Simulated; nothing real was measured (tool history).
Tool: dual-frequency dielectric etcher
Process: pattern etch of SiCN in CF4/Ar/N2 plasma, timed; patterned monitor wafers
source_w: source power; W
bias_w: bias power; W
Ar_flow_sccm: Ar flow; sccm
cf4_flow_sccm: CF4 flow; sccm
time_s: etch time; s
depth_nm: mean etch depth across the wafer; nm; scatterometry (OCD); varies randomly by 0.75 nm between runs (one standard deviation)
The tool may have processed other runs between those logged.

run,hour,source_w,bias_w,Ar_flow_sccm,cf4_flow_sccm,time_s,depth_nm
1,0,450,69,91,44,108,87.289
2,1,450,80,91,44,108,91.806
3,6,470,80,91,44,108,94.633
4,9.4,470,80,102,44,108,94.741
5,12.3,470,85,102,44,108,96.792
6,14.5,470,85,96,44,108,97.817
7,20,480,85,96,44,108,101.02
8,26.5,480,85,96,44,108,100.23

Run 9 is up next; what results do you expect?
9,29.9,490,85,96,44,108,?

{"run 9": {"depth_nm": 103.08}}

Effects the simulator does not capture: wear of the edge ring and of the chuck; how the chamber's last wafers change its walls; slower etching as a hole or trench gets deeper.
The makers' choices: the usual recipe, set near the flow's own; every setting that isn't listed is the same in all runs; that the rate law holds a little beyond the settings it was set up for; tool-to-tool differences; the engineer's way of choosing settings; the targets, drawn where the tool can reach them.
